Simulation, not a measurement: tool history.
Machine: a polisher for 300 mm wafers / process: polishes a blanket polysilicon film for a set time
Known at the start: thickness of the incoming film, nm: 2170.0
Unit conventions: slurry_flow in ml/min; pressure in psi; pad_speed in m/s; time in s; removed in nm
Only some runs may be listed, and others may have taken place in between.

Run 1, day 0.000: slurry_flow 175 ml/min, pressure 2.0 psi, pad_speed 0.96 m/s, time 24 s. Result: removed 114.780 nm.
Run 2, day 0.083: slurry_flow 175 ml/min, pressure 2.0 psi, pad_speed 0.96 m/s, time 22 s. Result: removed 107.400 nm.
Run 3, day 0.258: slurry_flow 175 ml/min, pressure 1.9 psi, pad_speed 0.96 m/s, time 22 s. Result: removed 102.430 nm.
Run 4, day 0.304: slurry_flow 175 ml/min, pressure 1.8 psi, pad_speed 0.96 m/s, time 22 s. Result: removed 98.728 nm.
Run 5, day 0.375: slurry_flow 175 ml/min, pressure 1.7 psi, pad_speed 0.96 m/s, time 22 s. Result: removed 96.075 nm.
Run 6, day 0.688: slurry_flow 175 ml/min, pressure 1.7 psi, pad_speed 0.96 m/s, time 24 s. Result: removed 104.020 nm.
Run 7, day 0.929: slurry_flow 175 ml/min, pressure 1.6 psi, pad_speed 0.94 m/s, time 24 s. Result: removed 96.650 nm.
Run 8, day 0.971: slurry_flow 175 ml/min, pressure 1.5 psi, pad_speed 0.92 m/s, time 24 s. Result: removed 90.881 nm.
Run 9, day 1.050: slurry_flow 175 ml/min, pressure 1.4 psi, pad_speed 0.90 m/s, time 24 s. Result: removed 87.497 nm.

What will run 10 give?
Run 10, day 1.388: slurry_flow 175 ml/min, pressure 1.3 psi, pad_speed 0.88 m/s, time 24 s. Result: removed ?.

removed: 79.499 nm
